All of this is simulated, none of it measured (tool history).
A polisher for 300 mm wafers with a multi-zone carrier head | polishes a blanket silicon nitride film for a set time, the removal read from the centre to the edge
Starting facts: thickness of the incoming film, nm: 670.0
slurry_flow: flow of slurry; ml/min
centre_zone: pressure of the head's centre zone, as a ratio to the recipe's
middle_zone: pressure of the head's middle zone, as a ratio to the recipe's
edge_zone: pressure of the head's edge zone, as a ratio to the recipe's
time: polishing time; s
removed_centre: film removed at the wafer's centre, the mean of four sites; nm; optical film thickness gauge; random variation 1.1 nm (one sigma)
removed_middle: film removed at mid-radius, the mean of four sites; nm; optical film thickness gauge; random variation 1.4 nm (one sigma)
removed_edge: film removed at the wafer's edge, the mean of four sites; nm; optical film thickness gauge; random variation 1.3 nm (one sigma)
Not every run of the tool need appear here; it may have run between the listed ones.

run 1 day=0.000 | slurry_flow=270 centre_zone=1.00 middle_zone=1.00 edge_zone=1.00 time=79 | removed_centre=116.93 removed_middle=115.56 removed_edge=117.10
run 2 day=0.092 | slurry_flow=270 centre_zone=1.00 middle_zone=1.00 edge_zone=1.00 time=87 | removed_centre=128.32 removed_middle=129.15 removed_edge=126.78
run 3 day=0.171 | slurry_flow=270 centre_zone=0.95 middle_zone=1.00 edge_zone=1.00 time=87 | removed_centre=124.68 removed_middle=127.07 removed_edge=126.23
run 4 day=0.438 | slurry_flow=265 centre_zone=0.93 middle_zone=0.96 edge_zone=0.98 time=85 | removed_centre=119.28 removed_middle=122.64 removed_edge=128.28
run 5 day=0.754 | slurry_flow=265 centre_zone=0.93 middle_zone=0.92 edge_zone=0.98 time=85 | removed_centre=121.10 removed_middle=114.74 removed_edge=125.88
run 6 day=0.975 | slurry_flow=265 centre_zone=0.93 middle_zone=0.92 edge_zone=0.97 time=82 | removed_centre=114.71 removed_middle=117.41 removed_edge=120.57
run 7 day=1.121 | slurry_flow=265 centre_zone=0.94 middle_zone=0.90 edge_zone=0.98 time=80 | removed_centre=116.53 removed_middle=109.39 removed_edge=116.82

What does the tool deliver on the next run?
run 8 day=1.475 | slurry_flow=260 centre_zone=0.93 middle_zone=0.89 edge_zone=0.98 time=79 | removed_centre=? removed_middle=? removed_edge=?

Run 8 measured removed_centre 111.22 nm, removed_middle 104.70 nm, removed_edge 116.12 nm.
